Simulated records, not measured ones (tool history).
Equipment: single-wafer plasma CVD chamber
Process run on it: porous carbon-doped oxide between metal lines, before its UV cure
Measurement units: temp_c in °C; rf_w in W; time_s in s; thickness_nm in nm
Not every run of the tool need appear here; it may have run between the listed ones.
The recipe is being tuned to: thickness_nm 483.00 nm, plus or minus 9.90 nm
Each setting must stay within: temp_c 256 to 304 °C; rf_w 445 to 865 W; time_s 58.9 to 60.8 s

run 1 hour=0.0 | temp_c=280 rf_w=655 time_s=58.9 | thickness_nm=426.33
run 2 hour=7.6 | temp_c=280 rf_w=735 time_s=58.9 | thickness_nm=446.33
run 3 hour=10.4 | temp_c=278 rf_w=740 time_s=58.9 | thickness_nm=453.06
run 4 hour=16.2 | temp_c=284 rf_w=740 time_s=58.9 | thickness_nm=433.64
run 5 hour=20.6 | temp_c=284 rf_w=740 time_s=58.9 | thickness_nm=431.76
run 6 hour=24.0 | temp_c=279 rf_w=740 time_s=58.9 | thickness_nm=447.54
run 7 hour=30.2 | temp_c=277 rf_w=745 time_s=58.9 | thickness_nm=457.23
run 8 hour=34.5 | temp_c=276 rf_w=745 time_s=58.9 | thickness_nm=461.57
run 9 hour=40.2 | temp_c=275 rf_w=745 time_s=58.9 | thickness_nm=464.19
run 10 hour=40.8 | temp_c=274 rf_w=745 time_s=58.9 | thickness_nm=464.95
run 11 hour=45.0 | temp_c=273 rf_w=745 time_s=58.9 | thickness_nm=472.50

Consider the 4 candidate settings below. Which is the only one whose results all fall within their allowed miss of target?
run A hour=49.2 | temp_c=277 rf_w=780 time_s=58.9 | thickness_nm=?
run B hour=49.2 | temp_c=268 rf_w=705 time_s=59.6 | thickness_nm=?
run C hour=49.2 | temp_c=273 rf_w=720 time_s=58.9 | thickness_nm=?
run D hour=49.2 | temp_c=283 rf_w=720 time_s=60.8 | thickness_nm=?

move=A thickness_nm=466.82
move=B thickness_nm=484.98
move=C thickness_nm=465.48
move=D thickness_nm=446.38
A: moves away from the targets compared with the last run
B: every result within its allowed miss
C: moves away from the targets compared with the last run
D: moves away from the targets compared with the last run
Answer: B
